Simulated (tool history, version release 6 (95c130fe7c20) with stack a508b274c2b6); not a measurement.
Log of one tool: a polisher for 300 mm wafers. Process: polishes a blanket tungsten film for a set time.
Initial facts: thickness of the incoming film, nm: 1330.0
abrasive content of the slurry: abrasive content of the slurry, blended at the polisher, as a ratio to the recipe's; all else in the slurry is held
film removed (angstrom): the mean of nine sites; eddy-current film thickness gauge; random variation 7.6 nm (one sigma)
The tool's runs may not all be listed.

run	hour	flow of slurry (ml/min)	pressure of the wafer on the pad (kPa)	speed of the pad under the wafer (cm/s)	abrasive content of the slurry	polishing time (s)	film removed (angstrom)
1	0.0	155	28.3	138	1.0	48	3262.9
2	7.1	155	28.3	138	1.2	48	3470.6
3	11.5	160	31.7	144	1.2	48	4045.3
4	16.9	160	29.6	144	1.2	48	3753.5
# hour 18.1: slurry blender recalibrated
5	18.1	160	32.4	150	1.2	48	4690.1
6	26.8	160	36.5	150	1.2	48	5249.3
7	34.5	160	37.9	152	1.2	48	5502.0
8	37.4	165	39.3	154	1.2	48	5705.9
9	45.3	165	40.0	158	1.2	48	6085.7
10	51.8	165	40.7	160	1.2	48	6284.8
11	53.6	185	43.4	168	1.2	48	6924.5
12	59.7	180	43.4	168	1.2	48	7017.5
13	63.6	175	43.4	168	1.2	48	7133.0

Expected results for the next run?
14	65.5	170	43.4	170	1.2	48	?

{"run 14": {"film removed (angstrom)": 7001.8}}
